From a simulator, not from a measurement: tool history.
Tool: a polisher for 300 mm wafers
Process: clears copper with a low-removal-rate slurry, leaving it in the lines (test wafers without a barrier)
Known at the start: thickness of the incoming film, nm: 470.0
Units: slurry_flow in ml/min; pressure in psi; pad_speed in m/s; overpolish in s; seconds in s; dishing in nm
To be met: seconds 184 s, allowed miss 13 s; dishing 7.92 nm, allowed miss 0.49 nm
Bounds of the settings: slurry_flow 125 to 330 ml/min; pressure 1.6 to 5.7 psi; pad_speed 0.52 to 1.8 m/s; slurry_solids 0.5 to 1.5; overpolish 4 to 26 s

| run | day | slurry_flow | pressure | pad_speed | slurry_solids | overpolish | seconds | dishing |
|---|---|---|---|---|---|---|---|---|
| 1 | 0 | 210 | 3.6 | 1.16 | 1 | 13 | 98.317 | 43.851 |
| 2 | 0.15 | 210 | 3.6 | 1.32 | 1 | 13 | 89.541 | 47.994 |
| 3 | 0.442 | 225 | 3 | 1.08 | 1.05 | 10 | 123.36 | 28.088 |
| 4 | 0.692 | 255 | 2.6 | 0.94 | 1.2 | 8 | 145 | 18.627 |
| 5 | 0.746 | 255 | 2.6 | 0.82 | 1.2 | 8 | 163.46 | 17.281 |
| 6 | 0.908 | 255 | 2.9 | 0.82 | 1.2 | 8 | 145.12 | 18.657 |
| 7 | 1.038 | 195 | 3.1 | 0.52 | 0.95 | 4 | 207.13 | 7.0625 |
| 8 | 1.367 | 200 | 3.2 | 0.52 | 0.95 | 4 | 201.89 | 7.4805 |

4 next moves are on the table. One of them brings every result within its allowed miss. Which?
| A | 1.696 | 150 | 3 | 0.52 | 1 | 4 | ? | ? |
| B | 1.696 | 220 | 2.9 | 0.52 | 0.95 | 4 | ? | ? |
| C | 1.696 | 230 | 2.8 | 0.74 | 0.75 | 4 | ? | ? |
| D | 1.696 | 230 | 2.7 | 0.6 | 0.9 | 4 | ? | ? |

| move | seconds | dishing |
|---|---|---|
| A | 221.71 | 6.4397 |
| B | 217.45 | 6.5615 |
| C | 186.24 | 7.6331 |
| D | 213.71 | 6.67 |
A: further off than the last run
B: further off than the last run
C: meets every target
D: further off than the last run
Answer: C

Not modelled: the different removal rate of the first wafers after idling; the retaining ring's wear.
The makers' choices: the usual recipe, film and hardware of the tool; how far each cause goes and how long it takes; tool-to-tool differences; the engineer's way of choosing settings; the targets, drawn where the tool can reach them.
